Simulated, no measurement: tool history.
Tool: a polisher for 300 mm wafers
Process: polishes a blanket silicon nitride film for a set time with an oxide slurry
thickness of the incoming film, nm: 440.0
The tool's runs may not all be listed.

| run | hour | flow of slurry (ml/min) | pressure of the wafer on the pad (kPa) | speed of the pad under the wafer (m/s) | abrasive content of the slurry | polishing time (s) | film removed (Å) |
|---|---|---|---|---|---|---|---|
| 1 | 0 | 235 | 29.6 | 1.24 | 1 | 85 | 781.75 |
| 2 | 5.3 | 235 | 23.4 | 1.24 | 1 | 85 | 626.15 |
| 3 | 6.2 | 235 | 23.4 | 1.24 | 0.8 | 85 | 568.67 |
| 4 | 11 | 265 | 23.4 | 1.24 | 0.8 | 85 | 571.94 |
| 5 | 18.2 | 265 | 26.9 | 1.24 | 0.8 | 85 | 651.58 |
| 6 | 19.9 | 265 | 26.9 | 1.24 | 0.95 | 85 | 699.09 |

Forecast run 7:
| 7 | 23.1 | 265 | 29.6 | 1.24 | 0.95 | 85 | ? |

{"run 7": {"film removed (Å)": 769.39}}
